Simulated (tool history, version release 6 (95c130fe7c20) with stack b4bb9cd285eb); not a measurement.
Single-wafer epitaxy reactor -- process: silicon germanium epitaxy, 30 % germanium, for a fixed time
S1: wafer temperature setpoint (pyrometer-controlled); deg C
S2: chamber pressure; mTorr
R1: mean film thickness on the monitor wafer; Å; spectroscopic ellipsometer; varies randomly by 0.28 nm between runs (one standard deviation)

run  hour   S1     S2      R1
  1     0  580  24900  450.34
  2   5.5  582  24900   461.7
  3   7.8  576  24900  417.92
  4  16.2  579  25000  438.36
  5  17.9  579  29400  460.99
  6  19.5  579  31400  464.18

Run 7 is up next; what results do you expect?
  7  23.8  580  31400   ?

Run 7 produced R1 469.76 Å.

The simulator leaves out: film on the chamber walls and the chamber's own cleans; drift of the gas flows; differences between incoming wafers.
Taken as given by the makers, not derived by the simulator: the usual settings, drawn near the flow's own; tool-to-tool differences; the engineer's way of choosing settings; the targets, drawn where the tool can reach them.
